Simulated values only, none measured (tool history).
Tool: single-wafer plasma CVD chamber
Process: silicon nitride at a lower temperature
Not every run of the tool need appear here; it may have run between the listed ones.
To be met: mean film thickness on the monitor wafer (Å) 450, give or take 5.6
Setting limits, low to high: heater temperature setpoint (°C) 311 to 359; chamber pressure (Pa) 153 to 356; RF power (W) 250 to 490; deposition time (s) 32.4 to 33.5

| run | hour | heater temperature setpoint (°C) | chamber pressure (Pa) | RF power (W) | deposition time (s) | mean film thickness on the monitor wafer (Å) |
|---|---|---|---|---|---|---|
| 1 | 0 | 335 | 255 | 370 | 32.4 | 520.34 |
| 2 | 5.6 | 335 | 241 | 365 | 32.4 | 507.08 |
| 3 | 11.2 | 335 | 229 | 365 | 32.4 | 501.23 |
| 4 | 17.1 | 335 | 219 | 360 | 32.4 | 493.02 |
| 5 | 18.1 | 335 | 211 | 355 | 32.4 | 484.08 |
| 6 | 22.5 | 335 | 203 | 355 | 32.4 | 478.19 |
| 7 | 28.5 | 335 | 196 | 355 | 32.4 | 474.33 |
| 8 | 36.4 | 335 | 191 | 355 | 32.4 | 470.72 |

Next run, 4 choices. One meets every target within its allowed miss, the rest don't. Which?
| A | 44.3 | 331 | 193 | 320 | 32.4 | ? |
| B | 44.3 | 337 | 191 | 355 | 33.1 | ? |
| C | 44.3 | 335 | 233 | 305 | 33 | ? |
| D | 44.3 | 334 | 188 | 380 | 33 | ? |

| move | mean film thickness on the monitor wafer (Å) |
|---|---|
| A | 437.02 |
| B | 480.56 |
| C | 446.87 |
| D | 502.66 |
A: moves the result that the last run missed by most past its target, out the other side
B: lands further from the targets than the last run did
C: all results in spec
D: lands further from the targets than the last run did
Answer: C
